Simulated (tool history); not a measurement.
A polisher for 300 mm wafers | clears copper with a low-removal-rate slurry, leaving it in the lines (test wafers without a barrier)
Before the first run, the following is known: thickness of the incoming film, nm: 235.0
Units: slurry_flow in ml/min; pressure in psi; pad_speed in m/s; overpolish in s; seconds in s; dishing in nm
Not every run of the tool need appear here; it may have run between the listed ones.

run	hour	slurry_flow	pressure	pad_speed	slurry_solids	overpolish	seconds	dishing
1	0	305	2.2	0.96	1	28	108.88	35.666
2	8.7	305	2.4	0.96	1	24	101.09	34.339
3	13.8	305	2.4	0.96	1	28	100.54	38.899
4	18.7	305	2.4	0.96	1	36	98.177	48.107
5	23.9	305	2.5	0.96	1	29	97.082	42.342
6	28.3	305	2.5	0.86	1	29	107.96	37.493

The next listed run, before its measurement:
7	36.9	310	2.7	0.88	1	23	?	?

Logged for run 7: seconds 99.581 s, dishing 34.419 nm.

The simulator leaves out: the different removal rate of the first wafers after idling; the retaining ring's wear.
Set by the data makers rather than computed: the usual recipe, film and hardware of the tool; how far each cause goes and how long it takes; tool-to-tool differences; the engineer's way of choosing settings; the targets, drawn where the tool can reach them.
